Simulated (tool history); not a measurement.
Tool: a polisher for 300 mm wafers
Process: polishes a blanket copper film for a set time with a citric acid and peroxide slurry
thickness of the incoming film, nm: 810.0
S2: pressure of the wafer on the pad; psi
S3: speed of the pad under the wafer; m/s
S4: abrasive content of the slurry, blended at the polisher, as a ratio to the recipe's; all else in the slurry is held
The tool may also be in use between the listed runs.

{"run": 1, "hour": 0.0, "flow of slurry (ml/min)": 250, "S2": 2.0, "S3": 0.92, "S4": 1.0, "polishing time (s)": 62, "film removed (angstrom)": 1029.4}
{"run": 2, "hour": 8.0, "flow of slurry (ml/min)": 250, "S2": 2.0, "S3": 0.92, "S4": 0.9, "polishing time (s)": 62, "film removed (angstrom)": 1006.0}
{"run": 3, "hour": 10.6, "flow of slurry (ml/min)": 250, "S2": 2.2, "S3": 0.92, "S4": 0.9, "polishing time (s)": 62, "film removed (angstrom)": 1081.6}
{"run": 4, "hour": 18.5, "flow of slurry (ml/min)": 250, "S2": 2.4, "S3": 0.92, "S4": 0.9, "polishing time (s)": 62, "film removed (angstrom)": 1196.5}
{"run": 5, "hour": 24.4, "flow of slurry (ml/min)": 250, "S2": 2.4, "S3": 1.04, "S4": 0.9, "polishing time (s)": 62, "film removed (angstrom)": 1350.0}
{"run": 6, "hour": 32.6, "flow of slurry (ml/min)": 250, "S2": 2.5, "S3": 1.04, "S4": 0.9, "polishing time (s)": 62, "film removed (angstrom)": 1409.9}
{"run": 7, "hour": 35.0, "flow of slurry (ml/min)": 250, "S2": 2.5, "S3": 1.04, "S4": 0.9, "polishing time (s)": 62, "film removed (angstrom)": 1398.7}

Forecast run 8:
{"run": 8, "hour": 38.7, "flow of slurry (ml/min)": 250, "S2": 2.6, "S3": 1.04, "S4": 0.9, "polishing time (s)": 62, "film removed (angstrom)": "?"}

{"run 8": {"film removed (angstrom)": 1466.1}}

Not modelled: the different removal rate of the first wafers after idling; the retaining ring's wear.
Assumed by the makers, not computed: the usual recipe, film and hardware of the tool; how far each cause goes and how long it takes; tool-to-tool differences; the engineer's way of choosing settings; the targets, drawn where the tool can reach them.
